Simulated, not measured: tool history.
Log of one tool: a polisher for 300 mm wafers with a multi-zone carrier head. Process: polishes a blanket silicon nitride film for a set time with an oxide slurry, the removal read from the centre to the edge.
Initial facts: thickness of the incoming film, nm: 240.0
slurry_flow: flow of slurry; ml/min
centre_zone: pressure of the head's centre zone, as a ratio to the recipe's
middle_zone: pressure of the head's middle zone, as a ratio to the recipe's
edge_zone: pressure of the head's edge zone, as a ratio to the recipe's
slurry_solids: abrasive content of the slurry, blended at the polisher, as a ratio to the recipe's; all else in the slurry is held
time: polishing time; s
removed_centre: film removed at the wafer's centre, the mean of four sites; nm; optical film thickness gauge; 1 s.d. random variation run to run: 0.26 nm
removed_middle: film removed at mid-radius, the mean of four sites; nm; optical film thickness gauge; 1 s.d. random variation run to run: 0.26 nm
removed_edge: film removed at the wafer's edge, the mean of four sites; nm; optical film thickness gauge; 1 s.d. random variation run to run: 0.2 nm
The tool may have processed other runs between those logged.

run 1 hour=0.0 | slurry_flow=150 centre_zone=1.00 middle_zone=1.00 edge_zone=1.00 slurry_solids=1.00 time=73 | removed_centre=35.525 removed_middle=35.757 removed_edge=35.512
run 2 hour=3.0 | slurry_flow=150 centre_zone=0.96 middle_zone=1.00 edge_zone=1.00 slurry_solids=1.00 time=73 | removed_centre=34.704 removed_middle=35.759 removed_edge=35.068
run 3 hour=11.8 | slurry_flow=150 centre_zone=0.96 middle_zone=1.07 edge_zone=1.00 slurry_solids=1.00 time=73 | removed_centre=34.785 removed_middle=37.812 removed_edge=35.316
run 4 hour=13.9 | slurry_flow=145 centre_zone=0.94 middle_zone=1.05 edge_zone=0.98 slurry_solids=0.95 time=73 | removed_centre=32.799 removed_middle=36.404 removed_edge=33.828
run 5 hour=20.0 | slurry_flow=140 centre_zone=0.93 middle_zone=1.03 edge_zone=0.96 slurry_solids=0.90 time=73 | removed_centre=30.488 removed_middle=33.765 removed_edge=32.195
run 6 hour=28.9 | slurry_flow=140 centre_zone=0.93 middle_zone=1.03 edge_zone=0.96 slurry_solids=0.70 time=73 | removed_centre=25.448 removed_middle=27.615 removed_edge=26.320
run 7 hour=37.3 | slurry_flow=145 centre_zone=0.93 middle_zone=1.03 edge_zone=0.97 slurry_solids=0.70 time=73 | removed_centre=25.598 removed_middle=27.530 removed_edge=26.837
run 8 hour=44.3 | slurry_flow=150 centre_zone=0.93 middle_zone=1.04 edge_zone=0.97 slurry_solids=0.70 time=73 | removed_centre=25.900 removed_middle=27.595 removed_edge=26.686
run 9 hour=51.2 | slurry_flow=165 centre_zone=0.91 middle_zone=1.09 edge_zone=1.01 slurry_solids=0.75 time=73 | removed_centre=27.075 removed_middle=31.404 removed_edge=28.943
run 10 hour=60.1 | slurry_flow=160 centre_zone=0.91 middle_zone=1.08 edge_zone=1.00 slurry_solids=0.75 time=73 | removed_centre=26.931 removed_middle=30.900 removed_edge=28.744
run 11 hour=60.8 | slurry_flow=155 centre_zone=0.91 middle_zone=1.08 edge_zone=0.99 slurry_solids=0.75 time=73 | removed_centre=26.448 removed_middle=31.354 removed_edge=28.467
run 12 hour=64.7 | slurry_flow=155 centre_zone=0.91 middle_zone=1.07 edge_zone=0.99 slurry_solids=0.75 time=73 | removed_centre=26.827 removed_middle=30.704 removed_edge=28.780

What does the tool deliver on the next run?
run 13 hour=71.8 | slurry_flow=155 centre_zone=0.91 middle_zone=1.07 edge_zone=0.99 slurry_solids=0.75 time=73 | removed_centre=? removed_middle=? removed_edge=?

Run 13 came out at removed_centre 26.336 nm, removed_middle 31.060 nm, removed_edge 29.044 nm.
